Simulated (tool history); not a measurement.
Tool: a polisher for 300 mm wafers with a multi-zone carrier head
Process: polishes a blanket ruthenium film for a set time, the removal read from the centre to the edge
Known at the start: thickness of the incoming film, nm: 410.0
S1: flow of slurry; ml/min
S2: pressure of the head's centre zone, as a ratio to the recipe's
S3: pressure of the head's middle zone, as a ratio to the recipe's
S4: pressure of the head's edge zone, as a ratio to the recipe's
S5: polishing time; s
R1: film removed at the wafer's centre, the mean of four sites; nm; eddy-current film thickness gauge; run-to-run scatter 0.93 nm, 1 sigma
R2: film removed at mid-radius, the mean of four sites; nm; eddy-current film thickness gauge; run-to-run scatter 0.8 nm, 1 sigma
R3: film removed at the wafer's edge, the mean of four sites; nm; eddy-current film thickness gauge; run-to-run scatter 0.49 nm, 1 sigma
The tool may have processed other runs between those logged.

Run 1, day 0.000: S1 255 ml/min, S2 1.00, S3 1.00, S4 1.00, S5 50 s. Result: R1 44.375 nm, R2 44.756 nm, R3 45.448 nm.
Run 2, day 0.125: S1 255 ml/min, S2 1.00, S3 1.00, S4 0.97, S5 50 s. Result: R1 44.218 nm, R2 44.434 nm, R3 44.756 nm.
Run 3, day 0.179: S1 255 ml/min, S2 1.00, S3 1.03, S4 0.97, S5 50 s. Result: R1 43.713 nm, R2 45.527 nm, R3 44.332 nm.
Run 4, day 0.229: S1 295 ml/min, S2 1.00, S3 1.03, S4 0.97, S5 50 s. Result: R1 45.236 nm, R2 46.338 nm, R3 44.702 nm.
Run 5, day 0.362: S1 340 ml/min, S2 1.00, S3 1.03, S4 0.97, S5 50 s. Result: R1 46.507 nm, R2 46.975 nm, R3 45.581 nm.
Run 6, day 0.583: S1 345 ml/min, S2 1.02, S3 1.04, S4 0.99, S5 52 s. Result: R1 47.953 nm, R2 49.906 nm, R3 47.634 nm.
Run 7, day 0.846: S1 350 ml/min, S2 1.04, S3 1.03, S4 0.99, S5 54 s. Result: R1 51.680 nm, R2 51.619 nm, R3 48.932 nm.
Run 8, day 1.179: S1 350 ml/min, S2 1.05, S3 1.03, S4 1.00, S5 56 s. Result: R1 53.424 nm, R2 53.586 nm, R3 51.935 nm.
At day 1.388: slurry nozzle cleaned.
Run 9, day 1.388: S1 355 ml/min, S2 1.07, S3 1.03, S4 1.00, S5 58 s. Result: R1 58.048 nm, R2 57.236 nm, R3 55.156 nm.

Run 10 is up next; what results do you expect?
Run 10, day 1.442: S1 355 ml/min, S2 1.08, S3 1.03, S4 1.00, S5 59 s. Result: R1 ?, R2 ?, R3 ?.

Run 10 measured R1 59.359 nm, R2 57.281 nm, R3 55.136 nm.
